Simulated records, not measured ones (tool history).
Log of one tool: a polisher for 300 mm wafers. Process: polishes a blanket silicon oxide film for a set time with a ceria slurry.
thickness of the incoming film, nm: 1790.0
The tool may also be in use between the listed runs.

run,hour,flow of slurry (ml/min),pressure of the wafer on the pad (kPa),speed of the pad under the wafer (cm/s),polishing time (s),film removed (nm)
1,0.0,125,25.5,92,32,179.56
2,6.6,125,25.5,112,32,219.53
3,12.9,125,25.5,120,32,233.15
4,16.5,125,23.4,114,32,209.36
5,22.7,125,21.4,108,32,177.60
6,25.6,100,21.4,108,32,167.57
7,34.3,100,20.0,106,32,158.19
8,42.5,100,18.6,102,32,142.90
9,45.8,100,17.2,100,32,127.28

Forecast run 10:
10,48.9,100,16.5,98,32,?

Run 10 gave film removed (nm) 119.25.

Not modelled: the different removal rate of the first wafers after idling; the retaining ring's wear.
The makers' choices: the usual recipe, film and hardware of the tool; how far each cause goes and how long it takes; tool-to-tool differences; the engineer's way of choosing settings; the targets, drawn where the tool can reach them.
